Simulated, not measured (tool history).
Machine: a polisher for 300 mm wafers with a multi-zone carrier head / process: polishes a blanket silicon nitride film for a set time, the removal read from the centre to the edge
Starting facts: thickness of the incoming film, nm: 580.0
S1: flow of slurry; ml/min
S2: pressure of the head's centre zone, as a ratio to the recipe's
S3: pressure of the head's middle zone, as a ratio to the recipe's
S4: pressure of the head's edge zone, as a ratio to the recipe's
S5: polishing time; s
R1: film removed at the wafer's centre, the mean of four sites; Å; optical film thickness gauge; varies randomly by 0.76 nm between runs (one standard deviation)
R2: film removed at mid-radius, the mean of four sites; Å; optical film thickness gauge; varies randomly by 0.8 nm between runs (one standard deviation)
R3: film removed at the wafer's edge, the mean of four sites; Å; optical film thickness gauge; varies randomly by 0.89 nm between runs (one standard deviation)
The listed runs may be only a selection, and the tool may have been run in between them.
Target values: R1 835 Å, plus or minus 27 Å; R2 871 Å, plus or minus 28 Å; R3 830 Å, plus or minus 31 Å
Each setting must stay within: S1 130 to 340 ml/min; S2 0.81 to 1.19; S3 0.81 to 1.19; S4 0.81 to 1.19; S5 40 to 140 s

Run 1, hour 0: S1 220 ml/min, S2 1, S3 1, S4 1, S5 90 s. Result: R1 1209.3 Å, R2 1331.5 Å, R3 1311 Å.
Run 2, hour 7.1: S1 220 ml/min, S2 1, S3 0.99, S4 0.97, S5 82 s. Result: R1 1115.5 Å, R2 1199 Å, R3 1192.2 Å.
Run 3, hour 8.3: S1 220 ml/min, S2 1, S3 0.99, S4 0.94, S5 75 s. Result: R1 1034.5 Å, R2 1084.8 Å, R3 1090.9 Å.
Run 4, hour 15.2: S1 220 ml/min, S2 1, S3 1.04, S4 0.94, S5 75 s. Result: R1 1000.4 Å, R2 1125.1 Å, R3 1057.1 Å.
Run 5, hour 16.5: S1 220 ml/min, S2 1.08, S3 1.04, S4 0.94, S5 75 s. Result: R1 1091.3 Å, R2 1147.1 Å, R3 1083.1 Å.
Run 6, hour 24.6: S1 220 ml/min, S2 1.08, S3 1.04, S4 0.98, S5 75 s. Result: R1 1101.3 Å, R2 1140 Å, R3 1095.2 Å.
Run 7, hour 26.7: S1 220 ml/min, S2 1.07, S3 1.04, S4 0.96, S5 70 s. Result: R1 994.46 Å, R2 1059.1 Å, R3 1001.6 Å.
Run 8, hour 33.5: S1 215 ml/min, S2 1.07, S3 1.04, S4 0.95, S5 67 s. Result: R1 961.65 Å, R2 1021 Å, R3 983.4 Å.
Run 9, hour 35.5: S1 260 ml/min, S2 1.07, S3 1.02, S4 0.87, S5 49 s. Result: R1 719.72 Å, R2 751.47 Å, R3 697.46 Å.
Run 10, hour 39.4: S1 255 ml/min, S2 1.09, S3 1.03, S4 0.91, S5 49 s. Result: R1 736.95 Å, R2 758.59 Å, R3 699.29 Å.
At hour 45.3: centre zone pressure recalibrated.
Run 11, hour 45.3: S1 235 ml/min, S2 1.1, S3 1.04, S4 0.93, S5 50 s. Result: R1 812.98 Å, R2 760.79 Å, R3 720.15 Å.
Run 12, hour 49: S1 235 ml/min, S2 1.08, S3 1.04, S4 0.95, S5 52 s. Result: R1 846.67 Å, R2 796.41 Å, R3 763.76 Å.
Run 13, hour 49.6: S1 230 ml/min, S2 1.06, S3 1.04, S4 0.95, S5 53 s. Result: R1 828.8 Å, R2 807.05 Å, R3 761.94 Å.
Run 14, hour 50.3: S1 225 ml/min, S2 1.05, S3 1.04, S4 0.94, S5 54 s. Result: R1 826.35 Å, R2 818.32 Å, R3 778.98 Å.
Run 15, hour 53.4: S1 220 ml/min, S2 1.04, S3 1.04, S4 0.94, S5 55 s. Result: R1 838.88 Å, R2 851.23 Å, R3 791.94 Å.

Exercise: of the 5 proposed moves below, exactly one satisfies all targets within the stated allowed misses. Which move is it?
Run A, hour 56.5: S1 265 ml/min, S2 1, S3 0.99, S4 0.85, S5 53 s. Result: R1 ?, R2 ?, R3 ?.
Run B, hour 56.5: S1 275 ml/min, S2 1.03, S3 1.04, S4 0.9, S5 53 s. Result: R1 ?, R2 ?, R3 ?.
Run C, hour 56.5: S1 130 ml/min, S2 1.03, S3 1.08, S4 0.99, S5 60 s. Result: R1 ?, R2 ?, R3 ?.
Run D, hour 56.5: S1 130 ml/min, S2 1.12, S3 1.12, S4 0.94, S5 57 s. Result: R1 ?, R2 ?, R3 ?.
Run E, hour 56.5: S1 280 ml/min, S2 1, S3 0.95, S4 0.87, S5 56 s. Result: R1 ?, R2 ?, R3 ?.

move      R1      R2      R3
   A  806.44  789.88  752.48
   B  834.68  826.53  773.99
   C  836.72  866.23  845.34
   D   865.1  848.61  783.13
   E  857.25  810.78  807.36
A: its largest miss is bigger than the last run's
B: its largest miss is bigger than the last run's
C: meets every target
D: its largest miss is bigger than the last run's
E: gets the furthest-off result to its target, but another result is out of tolerance
The move that meets every target is C.
